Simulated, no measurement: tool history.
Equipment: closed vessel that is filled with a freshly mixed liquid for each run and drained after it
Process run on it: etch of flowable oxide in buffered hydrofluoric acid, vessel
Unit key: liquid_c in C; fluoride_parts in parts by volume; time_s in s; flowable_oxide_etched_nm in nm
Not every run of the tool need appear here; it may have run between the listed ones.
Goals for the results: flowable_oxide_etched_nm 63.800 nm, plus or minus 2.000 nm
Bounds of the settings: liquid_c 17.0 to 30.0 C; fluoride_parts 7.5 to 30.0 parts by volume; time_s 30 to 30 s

run 1 hour=0.0 | liquid_c=22.0 fluoride_parts=20.5 time_s=30 | flowable_oxide_etched_nm=36.302
run 2 hour=2.7 | liquid_c=22.0 fluoride_parts=20.5 time_s=30 | flowable_oxide_etched_nm=36.728
run 3 hour=9.2 | liquid_c=24.5 fluoride_parts=19.5 time_s=30 | flowable_oxide_etched_nm=43.895
run 4 hour=14.7 | liquid_c=22.0 fluoride_parts=19.5 time_s=30 | flowable_oxide_etched_nm=37.730
run 5 hour=23.4 | liquid_c=22.0 fluoride_parts=25.0 time_s=30 | flowable_oxide_etched_nm=32.022
run 6 hour=27.4 | liquid_c=22.0 fluoride_parts=25.0 time_s=30 | flowable_oxide_etched_nm=31.613
run 7 hour=30.7 | liquid_c=24.5 fluoride_parts=22.5 time_s=30 | flowable_oxide_etched_nm=38.878
run 8 hour=35.4 | liquid_c=26.0 fluoride_parts=20.5 time_s=30 | flowable_oxide_etched_nm=45.096
run 9 hour=37.7 | liquid_c=27.0 fluoride_parts=19.0 time_s=30 | flowable_oxide_etched_nm=51.255
run 10 hour=41.1 | liquid_c=28.0 fluoride_parts=18.5 time_s=30 | flowable_oxide_etched_nm=55.754

Exactly one of the 5 candidate moves below puts every result within its allowed miss. Which one?
run A hour=44.5 | liquid_c=25.5 fluoride_parts=19.5 time_s=30 | flowable_oxide_etched_nm=?
run B hour=44.5 | liquid_c=29.0 fluoride_parts=22.0 time_s=30 | flowable_oxide_etched_nm=?
run C hour=44.5 | liquid_c=28.0 fluoride_parts=16.0 time_s=30 | flowable_oxide_etched_nm=?
run D hour=44.5 | liquid_c=28.5 fluoride_parts=20.5 time_s=30 | flowable_oxide_etched_nm=?
run E hour=44.5 | liquid_c=27.5 fluoride_parts=21.0 time_s=30 | flowable_oxide_etched_nm=?

move=A flowable_oxide_etched_nm=45.695
move=B flowable_oxide_etched_nm=50.379
move=C flowable_oxide_etched_nm=63.498
move=D flowable_oxide_etched_nm=51.486
move=E flowable_oxide_etched_nm=48.009
A: moves away from the targets compared with the last run
B: moves away from the targets compared with the last run
C: every result within its allowed miss
D: moves away from the targets compared with the last run
E: moves away from the targets compared with the last run
So the answer is move C, the one that meets all the targets.
